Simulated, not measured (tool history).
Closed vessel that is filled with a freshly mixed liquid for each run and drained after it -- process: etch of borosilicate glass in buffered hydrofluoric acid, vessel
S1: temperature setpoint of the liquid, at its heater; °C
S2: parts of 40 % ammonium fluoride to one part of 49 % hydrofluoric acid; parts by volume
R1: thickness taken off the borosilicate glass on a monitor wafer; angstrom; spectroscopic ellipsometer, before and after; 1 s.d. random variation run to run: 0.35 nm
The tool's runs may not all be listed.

{"run": 1, "hour": 0.0, "S1": 25, "S2": 12, "time in the liquid (s)": 90, "R1": 964.01}
{"run": 2, "hour": 2.4, "S1": 25, "S2": 12, "time in the liquid (s)": 90, "R1": 965.38}
{"run": 3, "hour": 7.0, "S1": 24, "S2": 12, "time in the liquid (s)": 90, "R1": 906.16}
{"run": 4, "hour": 11.6, "S1": 26, "S2": 12, "time in the liquid (s)": 90, "R1": 1019}
{"run": 5, "hour": 18.7, "S1": 25, "S2": 12, "time in the liquid (s)": 90, "R1": 964.84}
{"run": 6, "hour": 27.4, "S1": 24.5, "S2": 12, "time in the liquid (s)": 90, "R1": 948.37}

Run 7 is up next; what results do you expect?
{"run": 7, "hour": 34.8, "S1": 24, "S2": 12, "time in the liquid (s)": 90, "R1": "?"}

R1: 913.75 angstrom

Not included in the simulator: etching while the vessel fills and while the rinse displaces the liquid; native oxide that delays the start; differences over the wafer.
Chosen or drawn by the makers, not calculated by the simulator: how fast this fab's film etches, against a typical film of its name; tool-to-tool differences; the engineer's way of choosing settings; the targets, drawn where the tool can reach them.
